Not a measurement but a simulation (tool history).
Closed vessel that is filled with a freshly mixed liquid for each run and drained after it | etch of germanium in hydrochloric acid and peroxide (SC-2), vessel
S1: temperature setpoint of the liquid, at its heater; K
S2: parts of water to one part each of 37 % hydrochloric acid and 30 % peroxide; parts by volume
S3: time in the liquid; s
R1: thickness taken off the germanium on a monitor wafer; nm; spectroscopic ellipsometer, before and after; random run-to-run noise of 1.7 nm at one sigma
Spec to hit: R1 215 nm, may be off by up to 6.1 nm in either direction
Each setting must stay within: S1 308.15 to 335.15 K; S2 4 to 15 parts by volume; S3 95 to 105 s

| run | hour | S1 | S2 | S3 | R1 |
|---|---|---|---|---|---|
| 1 | 0 | 319.15 | 8.5 | 95 | 313.63 |
| 2 | 7.1 | 313.65 | 8.5 | 95 | 260.72 |
| 3 | 10.7 | 311.65 | 9 | 95 | 242.82 |
| 4 | 11.6 | 310.65 | 9 | 95 | 234.25 |
| 5 | 18.1 | 310.65 | 11.5 | 95 | 230.56 |
| 6 | 25.5 | 310.65 | 11.5 | 95 | 228.74 |
| 7 | 30.5 | 310.15 | 11.5 | 95 | 226.51 |
| 8 | 32.1 | 309.65 | 11.5 | 95 | 220.24 |

Which single option among these 5 for the next run brings every result within its allowed miss of target? Just one does.
| A | 33.7 | 310.65 | 12 | 95 | ? |
| B | 33.7 | 308.65 | 9.5 | 100 | ? |
| C | 33.7 | 308.65 | 12 | 95 | ? |
| D | 33.7 | 311.15 | 11 | 95 | ? |
| E | 33.7 | 308.65 | 12 | 100 | ? |

| move | R1 |
|---|---|
| A | 230.47 |
| B | 231.15 |
| C | 215.21 |
| D | 236.43 |
| E | 226.54 |
A: misses by more than the last run did
B: misses by more than the last run did
C: meets every target
D: misses by more than the last run did
E: misses by more than the last run did
Answer: C
